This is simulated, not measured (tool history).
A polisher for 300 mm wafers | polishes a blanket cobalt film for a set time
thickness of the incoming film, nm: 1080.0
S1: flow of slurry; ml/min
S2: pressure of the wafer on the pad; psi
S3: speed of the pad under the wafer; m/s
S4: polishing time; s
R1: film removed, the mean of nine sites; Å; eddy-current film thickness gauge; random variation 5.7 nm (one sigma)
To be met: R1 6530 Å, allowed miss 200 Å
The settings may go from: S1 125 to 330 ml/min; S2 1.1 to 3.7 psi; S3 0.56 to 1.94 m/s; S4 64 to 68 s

| run | hour | S1 | S2 | S3 | S4 | R1 |
|---|---|---|---|---|---|---|
| 1 | 0 | 210 | 2.4 | 1.24 | 64 | 5038.1 |
| 2 | 7.6 | 210 | 2.5 | 1.24 | 64 | 5412.5 |
| 3 | 14.7 | 210 | 2.6 | 1.24 | 64 | 5562.8 |
| 4 | 21.2 | 210 | 2.6 | 1.24 | 68 | 5856.9 |
| 5 | 21.9 | 220 | 2.7 | 1.24 | 68 | 6110.7 |
| 6 | 23.3 | 190 | 2.7 | 1.24 | 68 | 6000.4 |
| 7 | 31.8 | 195 | 2.7 | 1.24 | 68 | 6036.7 |
| 8 | 40.8 | 200 | 2.7 | 1.24 | 68 | 6057.5 |
| 9 | 49 | 205 | 2.7 | 1.24 | 68 | 6110.2 |
| 10 | 51.1 | 210 | 2.7 | 1.24 | 68 | 6121.5 |
| 11 | 56.1 | 215 | 2.7 | 1.24 | 68 | 6008.5 |
| 12 | 61.6 | 215 | 2.8 | 1.24 | 68 | 6260.3 |

Which of these 5 next moves meets every target?
| A | 67.1 | 270 | 3 | 1.2 | 64 | ? |
| B | 67.1 | 215 | 2.5 | 1.42 | 68 | ? |
| C | 67.1 | 210 | 3 | 1.28 | 68 | ? |
| D | 67.1 | 215 | 2.5 | 1.32 | 68 | ? |
| E | 67.1 | 260 | 2.8 | 1.38 | 68 | ? |

| move | R1 |
|---|---|
| A | 6260.5 |
| B | 6515.9 |
| C | 6896.9 |
| D | 6069.1 |
| E | 7141 |
A: as far off as the last run
B: meets every target
C: takes the result that was furthest off past its target
D: further off than the last run
E: takes the result that was furthest off past its target
The right move is B.
